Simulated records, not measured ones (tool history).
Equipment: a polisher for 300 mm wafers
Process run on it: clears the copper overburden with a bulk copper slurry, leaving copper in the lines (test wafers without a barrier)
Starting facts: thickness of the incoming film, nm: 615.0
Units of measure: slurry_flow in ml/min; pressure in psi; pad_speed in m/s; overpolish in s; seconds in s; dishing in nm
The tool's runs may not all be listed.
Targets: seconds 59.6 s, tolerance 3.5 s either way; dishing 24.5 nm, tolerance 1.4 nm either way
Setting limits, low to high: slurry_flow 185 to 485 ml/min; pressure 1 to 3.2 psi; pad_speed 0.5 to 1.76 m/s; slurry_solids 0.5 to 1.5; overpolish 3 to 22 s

run  hour  slurry_flow  pressure  pad_speed  slurry_solids  overpolish  seconds  dishing
  1     0          310       2.1       1.12              1          11   90.074   52.711
  2   8.7          335       1.8       1.32           1.15           9   87.432   45.029
  3  10.4          380       1.6       1.46           1.25           7   86.753   36.425
  4  19.2          415       1.6       1.56           1.35           6   79.404   33.842
  5    21          415       1.6       1.38           1.35           6   91.045   30.556
  6  27.9          355       1.6       1.38           1.35           6   89.662   30.913
  7  34.4          370       1.6        1.5            1.4           5   83.089   27.357
  8  35.4          345       1.8       1.54           1.45           4   70.184    27.02
  9  42.7          310       1.9       1.54           1.45           4   70.599   28.363
     45.1  -- worn pad replaced by a new one
 10  45.1          270       1.9        1.6           1.45           4   62.585   30.366
 11  53.2          185       1.3       1.76            1.5           3   83.416    17.49
 12  56.7          185       1.3       1.76            1.5           3   81.368   17.595
 13  63.4          195       1.9       1.76            1.5           4   57.362   31.619
 14  67.8          190       1.9       1.76            1.5           4   57.967   32.683

Exactly one of the 5 candidate moves below puts every result within its allowed miss. Which one?
  A  72.2          185       2.1       1.72           1.45           5        ?        ?
  B  72.2          215       1.9        1.7            1.3           7        ?        ?
  C  72.2          235       1.8       1.76            1.5           3        ?        ?
  D  72.2          215       1.9       1.72           1.25           6        ?        ?
  E  72.2          250       1.7       1.72            1.5           7        ?        ?

move  seconds  dishing
   A   53.159   41.602
   B   59.723   49.299
   C   59.044   24.125
   D   59.418   43.754
   E   63.558   46.424
A: its largest miss is bigger than the last run's
B: its largest miss is bigger than the last run's
C: meets every target
D: its largest miss is bigger than the last run's
E: its largest miss is bigger than the last run's
Correct choice: C, which meets every target

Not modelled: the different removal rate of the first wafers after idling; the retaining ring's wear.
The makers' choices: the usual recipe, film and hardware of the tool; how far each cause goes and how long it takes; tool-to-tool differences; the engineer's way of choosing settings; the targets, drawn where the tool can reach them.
